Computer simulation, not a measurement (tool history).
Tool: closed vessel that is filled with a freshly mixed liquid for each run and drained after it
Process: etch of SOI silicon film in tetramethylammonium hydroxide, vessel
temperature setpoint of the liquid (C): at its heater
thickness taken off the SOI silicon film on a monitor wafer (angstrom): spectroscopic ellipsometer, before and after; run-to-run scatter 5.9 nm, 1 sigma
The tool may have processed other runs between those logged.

| run | day | temperature setpoint of the liquid (C) | concentration of hydroxide in the mixed liquid (% by weight) | time in the liquid (s) | thickness taken off the SOI silicon film on a monitor wafer (angstrom) |
|---|---|---|---|---|---|
| 1 | 0 | 69 | 18.5 | 95 | 4667.6 |
| 2 | 0.383 | 71 | 18.5 | 95 | 5293 |
| 3 | 0.758 | 71 | 18.5 | 95 | 5279.5 |
| 4 | 0.842 | 73 | 18.5 | 95 | 6003.4 |
| 5 | 1.133 | 68 | 18.5 | 95 | 4487.5 |
| 6 | 1.258 | 70 | 18.5 | 95 | 4933.1 |
| 7 | 1.325 | 71.5 | 18.5 | 95 | 5478.3 |

Estimate the outcome of run 8 from the log above:
| 8 | 1.625 | 72.5 | 18.5 | 95 | ? |

thickness taken off the SOI silicon film on a monitor wafer (angstrom): 5850.4

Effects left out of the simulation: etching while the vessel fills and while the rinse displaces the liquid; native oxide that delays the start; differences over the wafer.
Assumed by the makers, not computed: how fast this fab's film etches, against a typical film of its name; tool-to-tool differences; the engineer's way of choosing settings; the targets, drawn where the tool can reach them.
